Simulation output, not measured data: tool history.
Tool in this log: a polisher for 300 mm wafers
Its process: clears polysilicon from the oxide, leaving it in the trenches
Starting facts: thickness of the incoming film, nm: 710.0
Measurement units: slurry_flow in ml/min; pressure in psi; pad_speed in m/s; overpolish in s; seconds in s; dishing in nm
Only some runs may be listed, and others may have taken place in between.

run 1 hour=0 | slurry_flow=210 pressure=1.7 pad_speed=0.84 overpolish=26 | seconds=104.58 dishing=72.471
run 2 hour=2.1 | slurry_flow=210 pressure=1.3 pad_speed=0.84 overpolish=26 | seconds=131.06 dishing=66.624
run 3 hour=3.1 | slurry_flow=210 pressure=1.3 pad_speed=0.76 overpolish=26 | seconds=142.96 dishing=64.048
run 4 hour=11.8 | slurry_flow=215 pressure=1.8 pad_speed=0.78 overpolish=25 | seconds=103.73 dishing=73.385
run 5 hour=20.3 | slurry_flow=190 pressure=1.8 pad_speed=0.78 overpolish=25 | seconds=106.26 dishing=71.333
run 6 hour=29.2 | slurry_flow=190 pressure=1.7 pad_speed=0.78 overpolish=25 | seconds=110.85 dishing=70.268
run 7 hour=35.6 | slurry_flow=190 pressure=2 pad_speed=0.8 overpolish=23 | seconds=93.822 dishing=71.018
run 8 hour=40.6 | slurry_flow=200 pressure=2.2 pad_speed=0.8 overpolish=24 | seconds=84.227 dishing=75.228
run 9 hour=48.6 | slurry_flow=205 pressure=2.4 pad_speed=0.82 overpolish=25 | seconds=75.563 dishing=77.523

Run 10 is up next; what results do you expect?
-- hour=55 head pressure recalibrated
run 10 hour=55 | slurry_flow=205 pressure=2.5 pad_speed=0.84 overpolish=26 | seconds=? dishing=?

{"run 10": {"seconds": 63.937, "dishing": 82.255}}
